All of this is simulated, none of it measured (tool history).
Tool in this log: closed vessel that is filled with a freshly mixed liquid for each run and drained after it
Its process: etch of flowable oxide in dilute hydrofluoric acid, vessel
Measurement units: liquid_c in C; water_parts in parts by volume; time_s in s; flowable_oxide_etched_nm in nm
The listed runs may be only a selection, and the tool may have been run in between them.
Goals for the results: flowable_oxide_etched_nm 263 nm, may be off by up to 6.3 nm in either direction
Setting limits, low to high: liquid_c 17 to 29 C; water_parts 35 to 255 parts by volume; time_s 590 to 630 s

| run | hour | liquid_c | water_parts | time_s | flowable_oxide_etched_nm |
|---|---|---|---|---|---|
| 1 | 0 | 21 | 145 | 590 | 73.29 |
| 2 | 8.4 | 21 | 105 | 590 | 105.82 |
| 3 | 10 | 21 | 90 | 590 | 125.48 |
| 4 | 16.9 | 22.5 | 90 | 590 | 134.22 |
| 5 | 25.2 | 22.5 | 90 | 630 | 142.02 |
| 6 | 30 | 24 | 80 | 630 | 172.42 |
| 7 | 36.9 | 25 | 75 | 630 | 192.9 |
| 8 | 43.3 | 26 | 75 | 630 | 201.25 |
| 9 | 47 | 26.5 | 70 | 630 | 221.96 |
| 10 | 54.6 | 27 | 70 | 630 | 226.04 |
| 11 | 61.7 | 27.5 | 70 | 630 | 227.99 |
| 12 | 68.2 | 28 | 70 | 630 | 232.72 |

Pick the move, out of 5, that brings all results within their allowed miss; only one does.
| A | 74.7 | 28 | 60 | 630 | ? |
| B | 74.7 | 26 | 55 | 630 | ? |
| C | 74.7 | 27 | 60 | 590 | ? |
| D | 74.7 | 25 | 50 | 600 | ? |
| E | 74.7 | 26.5 | 60 | 630 | ? |

| move | flowable_oxide_etched_nm |
|---|---|
| A | 278.01 |
| B | 281.99 |
| C | 250.23 |
| D | 285.62 |
| E | 261.92 |
A: pushes the last run's worst result past its target
B: pushes the last run's worst result past its target
C: nearer the targets than the last run, but a result is still out of spec
D: pushes the last run's worst result past its target
E: every result lands within tolerance
Answer: E
